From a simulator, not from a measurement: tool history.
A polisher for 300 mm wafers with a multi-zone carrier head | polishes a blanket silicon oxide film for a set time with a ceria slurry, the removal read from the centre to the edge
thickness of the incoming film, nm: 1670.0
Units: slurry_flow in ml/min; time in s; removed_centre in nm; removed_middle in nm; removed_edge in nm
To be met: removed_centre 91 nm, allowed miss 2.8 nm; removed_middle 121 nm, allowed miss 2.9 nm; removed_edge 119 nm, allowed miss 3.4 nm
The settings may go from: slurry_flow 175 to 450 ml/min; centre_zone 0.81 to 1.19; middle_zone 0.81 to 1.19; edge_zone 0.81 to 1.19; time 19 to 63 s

| run | hour | slurry_flow | centre_zone | middle_zone | edge_zone | time | removed_centre | removed_middle | removed_edge |
|---|---|---|---|---|---|---|---|---|---|
| 1 | 0 | 290 | 1 | 1 | 1 | 41 | 183.17 | 192.3 | 193.6 |
| 2 | 0.8 | 290 | 1 | 1 | 1 | 36 | 163.63 | 169.19 | 167.44 |
| 3 | 1.8 | 270 | 0.96 | 1.01 | 1.03 | 33 | 140.68 | 155.33 | 155.93 |
| 4 | 2.7 | 270 | 0.96 | 1.01 | 1.03 | 28 | 121.47 | 132.14 | 132.86 |
| 5 | 4.9 | 270 | 0.96 | 1.01 | 1.11 | 28 | 122.45 | 131.43 | 138.91 |
| 6 | 13.4 | 270 | 1.04 | 1.01 | 1.11 | 28 | 130.69 | 132.57 | 138.79 |
| 7 | 17.1 | 255 | 0.99 | 1.03 | 1.11 | 27 | 119.85 | 127.96 | 130.66 |
| 8 | 25.1 | 240 | 0.95 | 1.05 | 1.13 | 27 | 114.78 | 130.35 | 132.79 |
| 9 | 27 | 230 | 0.92 | 1.06 | 1.13 | 26 | 104.6 | 126.22 | 125.78 |

5 next moves are on the table. One of them brings every result within its allowed miss. Which?
| A | 28.9 | 260 | 0.82 | 1.05 | 1.07 | 25 | ? | ? | ? |
| B | 28.9 | 185 | 0.93 | 1.02 | 1.12 | 25 | ? | ? | ? |
| C | 28.9 | 175 | 1.05 | 1.09 | 1.14 | 27 | ? | ? | ? |
| D | 28.9 | 270 | 0.86 | 0.99 | 1.19 | 25 | ? | ? | ? |
| E | 28.9 | 280 | 0.81 | 0.96 | 1.15 | 25 | ? | ? | ? |

| move | removed_centre | removed_middle | removed_edge |
|---|---|---|---|
| A | 93.675 | 121.39 | 120.22 |
| B | 100.24 | 112.49 | 118.24 |
| C | 120.89 | 126.45 | 127.68 |
| D | 98.755 | 116.48 | 127.26 |
| E | 93.384 | 114.3 | 125.53 |
A: meets every target
B: nearer than the last run, and not there yet
C: further off than the last run
D: nearer than the last run, and not there yet
E: brings the result that was furthest off to its target, and leaves another outside
Move A is the one to make.

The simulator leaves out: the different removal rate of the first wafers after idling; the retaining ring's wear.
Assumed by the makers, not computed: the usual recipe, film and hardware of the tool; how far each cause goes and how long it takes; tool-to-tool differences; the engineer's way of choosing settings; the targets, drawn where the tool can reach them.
